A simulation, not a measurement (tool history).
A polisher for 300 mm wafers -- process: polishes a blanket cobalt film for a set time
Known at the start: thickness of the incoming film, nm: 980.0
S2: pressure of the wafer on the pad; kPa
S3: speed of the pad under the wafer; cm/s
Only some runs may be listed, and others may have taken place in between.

{"run": 1, "hour": 0.0, "flow of slurry (ml/min)": 130, "S2": 9.0, "S3": 110, "polishing time (s)": 38, "film removed (Å)": 1451.7}
{"run": 2, "hour": 5.6, "flow of slurry (ml/min)": 130, "S2": 9.0, "S3": 110, "polishing time (s)": 38, "film removed (Å)": 1502.4}
{"run": 3, "hour": 9.5, "flow of slurry (ml/min)": 110, "S2": 9.0, "S3": 110, "polishing time (s)": 38, "film removed (Å)": 1446.4}
{"run": 4, "hour": 15.8, "flow of slurry (ml/min)": 90, "S2": 9.0, "S3": 110, "polishing time (s)": 38, "film removed (Å)": 1412.2}
{"run": 5, "hour": 20.6, "flow of slurry (ml/min)": 90, "S2": 9.0, "S3": 128, "polishing time (s)": 38, "film removed (Å)": 1599.8}
{"run": 6, "hour": 28.5, "flow of slurry (ml/min)": 80, "S2": 9.0, "S3": 128, "polishing time (s)": 38, "film removed (Å)": 1601.1}

Run 7 has not been measured yet. What should we expect?
{"hour": 33.2, "done": "head pressure recalibrated"}
{"run": 7, "hour": 33.2, "flow of slurry (ml/min)": 85, "S2": 9.7, "S3": 128, "polishing time (s)": 38, "film removed (Å)": "?"}

{"run 7": {"film removed (Å)": 1543.7}}
